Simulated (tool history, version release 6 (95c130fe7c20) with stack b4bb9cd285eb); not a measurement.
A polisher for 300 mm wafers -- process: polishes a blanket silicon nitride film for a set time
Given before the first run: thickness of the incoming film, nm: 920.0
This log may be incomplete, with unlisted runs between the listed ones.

run,hour,flow of slurry (ml/min),pressure of the wafer on the pad (psi),speed of the pad under the wafer (cm/s),polishing time (s),film removed (nm)
1,0,250,2.4,112,20,23.629
2,2.9,250,2.4,112,20,23.31
3,7.1,250,2.3,112,20,22.306
4,8.9,250,2.3,130,20,25.395
5,13.4,275,2.3,130,20,25.781
6,14.7,250,2.3,130,20,25.733

For run 7, what comes out?
7,18.8,250,2.2,130,20,?

film removed (nm): 24.576
